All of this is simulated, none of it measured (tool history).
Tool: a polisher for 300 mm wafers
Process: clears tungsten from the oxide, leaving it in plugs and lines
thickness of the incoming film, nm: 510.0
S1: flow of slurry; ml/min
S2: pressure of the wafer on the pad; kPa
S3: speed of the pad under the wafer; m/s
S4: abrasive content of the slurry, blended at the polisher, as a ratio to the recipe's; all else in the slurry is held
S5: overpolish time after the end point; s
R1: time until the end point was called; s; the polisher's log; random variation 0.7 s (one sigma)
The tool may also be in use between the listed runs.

run  hour   S1    S2    S3   S4  S5      R1
  1   0.0  245  33.1  1.20  1.0  12  59.127
  2   4.0  245  33.8  1.20  1.0  12  58.097
  3  12.3  245  31.0  1.20  1.0  12  64.090
  4  19.6  280  31.0  1.20  1.0  12  62.062
     22.3  -- head pressure recalibrated
  5  22.3  280  32.4  1.20  1.0  12  63.400
  6  30.9  280  37.9  1.20  1.0  12  56.594
  7  36.2  280  39.3  1.20  1.0  12  52.584
  8  43.9  280  40.0  1.20  1.0  12  52.688

Estimate the outcome of run 9 from the log above:
  9  52.3  280  40.7  1.20  1.0  12   ?

Run 9 came out at R1 51.223 s.
